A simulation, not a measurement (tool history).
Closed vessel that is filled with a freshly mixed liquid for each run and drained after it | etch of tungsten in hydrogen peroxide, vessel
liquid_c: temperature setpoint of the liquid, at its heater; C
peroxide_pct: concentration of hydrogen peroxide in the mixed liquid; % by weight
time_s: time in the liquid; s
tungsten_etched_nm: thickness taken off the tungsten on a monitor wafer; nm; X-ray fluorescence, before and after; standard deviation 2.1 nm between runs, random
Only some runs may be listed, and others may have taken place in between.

run 1 hour=0.0 | liquid_c=45.0 peroxide_pct=24.5 time_s=105 | tungsten_etched_nm=133.26
run 2 hour=5.6 | liquid_c=45.0 peroxide_pct=27.0 time_s=105 | tungsten_etched_nm=139.86
run 3 hour=14.3 | liquid_c=49.0 peroxide_pct=27.0 time_s=105 | tungsten_etched_nm=179.21
run 4 hour=19.4 | liquid_c=56.0 peroxide_pct=27.0 time_s=105 | tungsten_etched_nm=275.54
run 5 hour=22.1 | liquid_c=56.5 peroxide_pct=27.0 time_s=105 | tungsten_etched_nm=277.62
run 6 hour=27.3 | liquid_c=60.0 peroxide_pct=27.0 time_s=105 | tungsten_etched_nm=347.06
run 7 hour=33.2 | liquid_c=59.0 peroxide_pct=27.0 time_s=105 | tungsten_etched_nm=323.66

What does the tool deliver on the next run?
run 8 hour=39.4 | liquid_c=58.5 peroxide_pct=27.0 time_s=105 | tungsten_etched_nm=?

tungsten_etched_nm: 313.66 nm
